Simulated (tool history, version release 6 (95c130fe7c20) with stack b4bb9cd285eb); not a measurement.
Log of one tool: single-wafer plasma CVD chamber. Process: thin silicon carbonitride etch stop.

| run | hour | RF power (W) | deposition time (s) | mean film thickness on the monitor wafer (nm) |
|---|---|---|---|---|
| 1 | 0 | 155 | 27.1 | 12.749 |
| 2 | 1.4 | 140 | 27.1 | 12.423 |
| 3 | 6.6 | 140 | 29.3 | 13.461 |
| 4 | 12 | 160 | 29.3 | 13.926 |
| 5 | 14.8 | 160 | 30.8 | 14.651 |
| 6 | 16.6 | 160 | 28.1 | 13.298 |
| 7 | 18.2 | 165 | 28.5 | 13.74 |
| 8 | 24.5 | 170 | 28.7 | 13.799 |
| 9 | 29.7 | 170 | 29 | 14.031 |
| 10 | 37.4 | 175 | 29.2 | 14.178 |
| 11 | 42.9 | 175 | 29.4 | 14.327 |
| 12 | 48.9 | 175 | 29.6 | 14.437 |
| 13 | 50.8 | 175 | 29.8 | 14.531 |
| 14 | 58.3 | 175 | 29.9 | 14.584 |
| 15 | 65.3 | 175 | 30 | 14.738 |

Run 16 comes next. What will it give?
| 16 | 71.4 | 175 | 30.1 | ? |

Run 16 gave mean film thickness on the monitor wafer (nm) 14.722.
